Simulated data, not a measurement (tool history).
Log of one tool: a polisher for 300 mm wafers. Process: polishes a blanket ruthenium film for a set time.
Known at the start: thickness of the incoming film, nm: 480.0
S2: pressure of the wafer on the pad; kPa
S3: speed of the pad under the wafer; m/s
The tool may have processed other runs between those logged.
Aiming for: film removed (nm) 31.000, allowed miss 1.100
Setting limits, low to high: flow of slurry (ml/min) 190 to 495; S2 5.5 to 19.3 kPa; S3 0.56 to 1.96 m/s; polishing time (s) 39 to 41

Run 1, hour 0.0: flow of slurry (ml/min) 320, S2 12.4 kPa, S3 1.26 m/s, polishing time (s) 39. Result: film removed (nm) 51.372.
Run 2, hour 1.0: flow of slurry (ml/min) 320, S2 12.4 kPa, S3 1.10 m/s, polishing time (s) 39. Result: film removed (nm) 44.953.
Run 3, hour 3.8: flow of slurry (ml/min) 320, S2 14.5 kPa, S3 1.10 m/s, polishing time (s) 39. Result: film removed (nm) 52.477.
Run 4, hour 6.1: flow of slurry (ml/min) 320, S2 12.4 kPa, S3 1.08 m/s, polishing time (s) 39. Result: film removed (nm) 44.039.
Run 5, hour 11.9: flow of slurry (ml/min) 320, S2 12.4 kPa, S3 1.30 m/s, polishing time (s) 39. Result: film removed (nm) 52.549.
Run 6, hour 19.3: flow of slurry (ml/min) 320, S2 10.3 kPa, S3 1.28 m/s, polishing time (s) 39. Result: film removed (nm) 44.157.
Run 7, hour 19.9: flow of slurry (ml/min) 320, S2 9.0 kPa, S3 1.28 m/s, polishing time (s) 39. Result: film removed (nm) 38.274.
Run 8, hour 24.8: flow of slurry (ml/min) 320, S2 6.2 kPa, S3 1.26 m/s, polishing time (s) 39. Result: film removed (nm) 26.572.
Run 9, hour 30.7: flow of slurry (ml/min) 320, S2 6.9 kPa, S3 1.26 m/s, polishing time (s) 39. Result: film removed (nm) 28.462.
Run 10, hour 35.2: flow of slurry (ml/min) 320, S2 8.3 kPa, S3 1.26 m/s, polishing time (s) 39. Result: film removed (nm) 34.511.

Pick the move, out of 4, that brings all results within their allowed miss; only one does.
Run A, hour 39.7: flow of slurry (ml/min) 320, S2 6.2 kPa, S3 1.32 m/s, polishing time (s) 39. Result: film removed (nm) ?.
Run B, hour 39.7: flow of slurry (ml/min) 315, S2 7.6 kPa, S3 1.24 m/s, polishing time (s) 39. Result: film removed (nm) ?.
Run C, hour 39.7: flow of slurry (ml/min) 275, S2 8.3 kPa, S3 1.00 m/s, polishing time (s) 40. Result: film removed (nm) ?.
Run D, hour 39.7: flow of slurry (ml/min) 325, S2 7.6 kPa, S3 1.12 m/s, polishing time (s) 39. Result: film removed (nm) ?.

move  film removed (nm)
   A             27.335
   B             31.183
   C             28.323
   D             28.497
A: moves the result that the last run missed by most past its target, out the other side
B: in spec on every target
C: moves the result that the last run missed by most past its target, out the other side
D: moves the result that the last run missed by most past its target, out the other side
Go with B: it meets all targets.
